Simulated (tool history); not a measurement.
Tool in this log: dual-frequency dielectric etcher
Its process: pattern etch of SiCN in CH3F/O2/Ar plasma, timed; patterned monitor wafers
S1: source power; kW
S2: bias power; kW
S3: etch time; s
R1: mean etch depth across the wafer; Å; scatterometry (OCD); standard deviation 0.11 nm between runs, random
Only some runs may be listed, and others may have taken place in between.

run 1 hour=0 | S1=0.51 S2=0.056 S3=69 | R1=283.49
run 2 hour=6.7 | S1=0.51 S2=0.056 S3=69 | R1=283.09
run 3 hour=8.8 | S1=0.42 S2=0.056 S3=69 | R1=264.9
run 4 hour=14.8 | S1=0.4 S2=0.053 S3=68.5 | R1=251.61
run 5 hour=15.7 | S1=0.4 S2=0.053 S3=69 | R1=254.78
run 6 hour=22.4 | S1=0.4 S2=0.053 S3=69 | R1=253.39
run 7 hour=30.4 | S1=0.38 S2=0.052 S3=68.5 | R1=246.63
run 8 hour=38.5 | S1=0.37 S2=0.051 S3=68.5 | R1=244.29

Run 9, settings as shown, results not yet in. Your forecast:
run 9 hour=41.5 | S1=0.31 S2=0.043 S3=66 | R1=?

Logged for run 9: R1 207.42 Å.
